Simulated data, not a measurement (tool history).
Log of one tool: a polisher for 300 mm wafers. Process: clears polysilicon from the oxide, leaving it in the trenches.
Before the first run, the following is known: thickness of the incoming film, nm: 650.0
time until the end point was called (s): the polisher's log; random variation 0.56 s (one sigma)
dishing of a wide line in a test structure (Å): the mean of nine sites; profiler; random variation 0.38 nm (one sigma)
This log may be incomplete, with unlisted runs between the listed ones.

run  hour  flow of slurry (ml/min)  pressure of the wafer on the pad (kPa)  speed of the pad under the wafer (m/s)  overpolish time after the end point (s)  time until the end point was called (s)  dishing of a wide line in a test structure (Å)
  1   0.0                      125                                    12.4                                    1.24                                       12                                   43.215                                          341.73
  2   7.0                      125                                    13.8                                    1.24                                       12                                   38.201                                          341.20
  3  12.9                      125                                    13.1                                    1.24                                       12                                   41.167                                          344.99
  4  14.8                      115                                    11.0                                    1.24                                       11                                   48.785                                          343.56
  5  22.2                      115                                    10.3                                    1.22                                        9                                   52.660                                          330.86
  6  26.9                      115                                    10.3                                    1.22                                        5                                   53.619                                          274.67
  7  30.1                      115                                    10.3                                    1.22                                        6                                   52.678                                          299.13
  8  36.6                       95                                     9.7                                    1.22                                       12                                   60.373                                          334.86

Run 9 has not been measured yet. What should we expect?
  9  42.5                      105                                     9.7                                    1.22                                       12                                        ?                                               ?

{"run 9": {"time until the end point was called (s)": 58.468, "dishing of a wide line in a test structure (Å)": 338.02}}
